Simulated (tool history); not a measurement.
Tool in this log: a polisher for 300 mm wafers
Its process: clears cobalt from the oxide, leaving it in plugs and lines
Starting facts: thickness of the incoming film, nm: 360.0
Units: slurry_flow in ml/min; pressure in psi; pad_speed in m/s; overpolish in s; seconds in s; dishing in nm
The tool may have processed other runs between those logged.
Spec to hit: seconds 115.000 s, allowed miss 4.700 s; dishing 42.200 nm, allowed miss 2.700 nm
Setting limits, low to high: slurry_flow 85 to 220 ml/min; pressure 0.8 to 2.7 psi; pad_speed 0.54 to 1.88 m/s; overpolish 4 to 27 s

run	hour	slurry_flow	pressure	pad_speed	overpolish	seconds	dishing
1	0.0	140	1.7	1.20	14	71.946	47.315
2	7.3	140	1.7	1.20	12	70.491	43.963
3	10.0	140	1.6	1.20	13	74.457	44.435
4	15.8	120	1.6	1.20	13	79.895	43.651
5	19.5	115	1.5	1.20	13	84.649	42.259
6	20.0	110	1.4	1.20	14	92.265	42.734
7	22.7	110	1.4	1.20	14	90.050	41.583
8	26.1	110	1.4	1.20	15	91.934	43.832
9	34.7	100	1.2	1.20	16	108.700	39.596
10	42.7	100	1.2	1.20	16	106.090	41.633

Which one of the following 4 next-run settings gets every result inside its allowed miss? There is exactly one.
A	50.7	110	1.4	1.10	16	?	?
B	50.7	115	1.4	0.92	18	?	?
C	50.7	100	1.1	1.14	19	?	?
D	50.7	110	1.3	1.20	15	?	?

move	seconds	dishing
A	98.672	43.300
B	115.900	42.124
C	123.000	41.978
D	97.320	41.853
A: the biggest miss grows against the last run
B: all results in spec
C: the result that was furthest off in the last run now lies on the other side of its target
D: the biggest miss grows against the last run
Correct choice: B, which meets every target
